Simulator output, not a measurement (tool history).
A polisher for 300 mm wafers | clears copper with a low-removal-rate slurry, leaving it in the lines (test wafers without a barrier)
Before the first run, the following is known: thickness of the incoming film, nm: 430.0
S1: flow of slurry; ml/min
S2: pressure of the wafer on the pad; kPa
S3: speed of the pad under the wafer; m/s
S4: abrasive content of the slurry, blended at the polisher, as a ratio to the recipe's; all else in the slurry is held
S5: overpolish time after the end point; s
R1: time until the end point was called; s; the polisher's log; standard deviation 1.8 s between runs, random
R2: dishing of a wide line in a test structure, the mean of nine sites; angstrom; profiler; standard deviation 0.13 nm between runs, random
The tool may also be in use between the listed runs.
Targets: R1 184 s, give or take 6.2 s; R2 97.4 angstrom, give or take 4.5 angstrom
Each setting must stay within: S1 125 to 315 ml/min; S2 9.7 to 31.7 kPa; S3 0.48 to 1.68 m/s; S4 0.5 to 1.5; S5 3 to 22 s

{"run": 1, "day": 0.0, "S1": 205, "S2": 20.7, "S3": 1.08, "S4": 1, "S5": 11, "R1": 149.82, "R2": 200.85}
{"run": 2, "day": 0.212, "S1": 205, "S2": 20.7, "S3": 1.08, "S4": 1, "S5": 14, "R1": 148.09, "R2": 244.09}
{"run": 3, "day": 0.312, "S1": 205, "S2": 20.7, "S3": 1.08, "S4": 0.8, "S5": 14, "R1": 154.35, "R2": 238.42}
{"run": 4, "day": 0.65, "S1": 205, "S2": 20.7, "S3": 1.08, "S4": 0.8, "S5": 9, "R1": 156.74, "R2": 160.74}
{"run": 5, "day": 0.858, "S1": 250, "S2": 20.7, "S3": 1.08, "S4": 0.8, "S5": 9, "R1": 153.33, "R2": 168.88}
{"day": 1.179, "done": "worn pad replaced by a new one"}
{"run": 6, "day": 1.179, "S1": 250, "S2": 20, "S3": 1.08, "S4": 0.8, "S5": 8, "R1": 149.03, "R2": 148.45}
{"run": 7, "day": 1.454, "S1": 240, "S2": 19.3, "S3": 1.08, "S4": 0.8, "S5": 8, "R1": 155.34, "R2": 149.76}
{"run": 8, "day": 1.754, "S1": 275, "S2": 15.2, "S3": 1.06, "S4": 0.8, "S5": 4, "R1": 196.56, "R2": 61.809}
{"run": 9, "day": 1.783, "S1": 220, "S2": 17.9, "S3": 1.04, "S4": 0.8, "S5": 5, "R1": 173.89, "R2": 86.446}

Exactly one of the 4 candidate moves below puts every result within its allowed miss. Which one?
{"run": "A", "day": 1.812, "S1": 230, "S2": 15.2, "S3": 1.12, "S4": 0.85, "S5": 6, "R1": "?", "R2": "?"}
{"run": "B", "day": 1.812, "S1": 130, "S2": 15.9, "S3": 1.14, "S4": 0.9, "S5": 5, "R1": "?", "R2": "?"}
{"run": "C", "day": 1.812, "S1": 260, "S2": 18.6, "S3": 0.9, "S4": 0.65, "S5": 6, "R1": "?", "R2": "?"}
{"run": "D", "day": 1.812, "S1": 235, "S2": 18.6, "S3": 1.08, "S4": 0.75, "S5": 5, "R1": "?", "R2": "?"}

move=A R1=188.71 R2=95.394
move=B R1=185.04 R2=81.996
move=C R1=200.25 R2=90.477
move=D R1=164.41 R2=91.74
A: every result lands within tolerance
B: lands further from the targets than the last run did
C: lands further from the targets than the last run did
D: lands further from the targets than the last run did
The right move is A.

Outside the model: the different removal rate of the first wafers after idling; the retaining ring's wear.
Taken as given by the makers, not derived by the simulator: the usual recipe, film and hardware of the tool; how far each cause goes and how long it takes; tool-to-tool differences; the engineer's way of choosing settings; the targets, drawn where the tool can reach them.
